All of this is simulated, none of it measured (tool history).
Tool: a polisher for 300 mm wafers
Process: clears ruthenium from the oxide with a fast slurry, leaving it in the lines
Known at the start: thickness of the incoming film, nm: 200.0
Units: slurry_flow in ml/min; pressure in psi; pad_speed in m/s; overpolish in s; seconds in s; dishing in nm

run	day	slurry_flow	pressure	pad_speed	slurry_solids	overpolish	seconds	dishing
1	0	250	2.8	1.06	1	16	48.803	36.858
2	0.208	250	2.8	0.96	1	16	55.273	37.11
3	0.312	250	2.6	0.98	1	14	56.631	30.12
4	0.35	250	2.6	0.88	1	14	61.887	28.703
5	0.688	250	3	0.88	1	14	56.752	31.476
6	0.925	250	2.5	0.88	1	14	66.482	28.212

Run 7 comes next. What will it give?
7	0.996	250	2.5	0.88	1	13	?	?

Run 7 gave seconds 67.867 s, dishing 27 nm.
